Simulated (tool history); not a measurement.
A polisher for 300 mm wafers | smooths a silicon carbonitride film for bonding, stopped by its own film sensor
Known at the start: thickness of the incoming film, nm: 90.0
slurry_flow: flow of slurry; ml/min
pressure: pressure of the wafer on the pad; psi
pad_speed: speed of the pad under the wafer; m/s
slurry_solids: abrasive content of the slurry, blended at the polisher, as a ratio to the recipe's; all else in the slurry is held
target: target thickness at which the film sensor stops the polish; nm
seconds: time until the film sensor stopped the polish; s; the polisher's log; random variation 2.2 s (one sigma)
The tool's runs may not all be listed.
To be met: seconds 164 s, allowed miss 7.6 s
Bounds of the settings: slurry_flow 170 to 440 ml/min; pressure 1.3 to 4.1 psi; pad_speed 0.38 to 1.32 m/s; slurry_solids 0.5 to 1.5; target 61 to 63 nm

run	hour	slurry_flow	pressure	pad_speed	slurry_solids	target	seconds
1	0	280	2.7	0.84	1	63	122.59
2	4.4	225	2.7	0.84	1	63	124.7
3	7.8	225	2.7	0.94	1	63	118.4
4	16	225	2.1	0.94	1	63	142.93
# hour 21.2: worn pad replaced by a new one
5	21.2	225	2.1	1.1	1	63	120.92
6	25.5	225	2.1	0.9	1	63	138.48
7	29	225	2	0.9	1	63	142.03
8	33.5	225	2	0.9	1	63	140.89
9	34.7	225	2	0.9	1	63	146.25
10	37.4	225	1.9	0.9	1	63	149.76

Which of these 4 next moves meets every target?
A	40.1	260	1.9	0.82	1	61	?
B	40.1	200	1.9	0.9	1.05	63	?
C	40.1	190	2.1	0.82	1	63	?
D	40.1	250	2.9	0.64	0.75	63	?

move	seconds
A	163.86
B	145.15
C	146.05
D	145.72
A: meets every target
B: further off than the last run
C: further off than the last run
D: further off than the last run
Answer: A

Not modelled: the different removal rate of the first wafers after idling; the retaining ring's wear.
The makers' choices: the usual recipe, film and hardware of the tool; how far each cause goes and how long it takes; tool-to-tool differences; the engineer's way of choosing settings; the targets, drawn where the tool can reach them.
